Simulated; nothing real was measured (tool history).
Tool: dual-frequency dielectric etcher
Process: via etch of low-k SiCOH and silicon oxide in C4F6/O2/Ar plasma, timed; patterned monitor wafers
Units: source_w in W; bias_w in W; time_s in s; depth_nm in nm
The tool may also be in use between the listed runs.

Run 1, hour 0: source_w 330 W, bias_w 188 W, time_s 71.5 s. Result: depth_nm 179.55 nm.
Run 2, hour 0.6: source_w 310 W, bias_w 186 W, time_s 71.5 s. Result: depth_nm 177.2 nm.
Run 3, hour 3.1: source_w 290 W, bias_w 179 W, time_s 71.5 s. Result: depth_nm 169.12 nm.
Run 4, hour 11.6: source_w 290 W, bias_w 179 W, time_s 74.5 s. Result: depth_nm 174.79 nm.
Run 5, hour 15: source_w 280 W, bias_w 178 W, time_s 74.5 s. Result: depth_nm 171.87 nm.
Run 6, hour 23.3: source_w 270 W, bias_w 177 W, time_s 74.5 s. Result: depth_nm 169.93 nm.

The next listed run, before its measurement:
Run 7, hour 28.8: source_w 260 W, bias_w 176 W, time_s 74.5 s. Result: depth_nm ?.

{"run 7": {"depth_nm": 166.73}}
